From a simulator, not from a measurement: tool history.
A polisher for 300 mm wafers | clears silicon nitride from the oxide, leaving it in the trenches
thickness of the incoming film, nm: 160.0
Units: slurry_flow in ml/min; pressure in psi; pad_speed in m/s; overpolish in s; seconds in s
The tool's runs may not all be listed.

run	hour	slurry_flow	pressure	pad_speed	overpolish	seconds
1	0.0	215	2.8	1.08	36	194.67
2	5.7	215	2.8	0.94	36	226.79
3	8.8	215	3.5	0.94	36	180.50
4	15.7	215	3.5	0.94	36	183.40
5	18.1	215	3.2	0.94	36	199.59
6	21.6	255	3.2	0.94	36	192.62

Run 7 comes next. What will it give?
7	25.1	250	3.0	0.94	36	?

seconds: 208.20 s
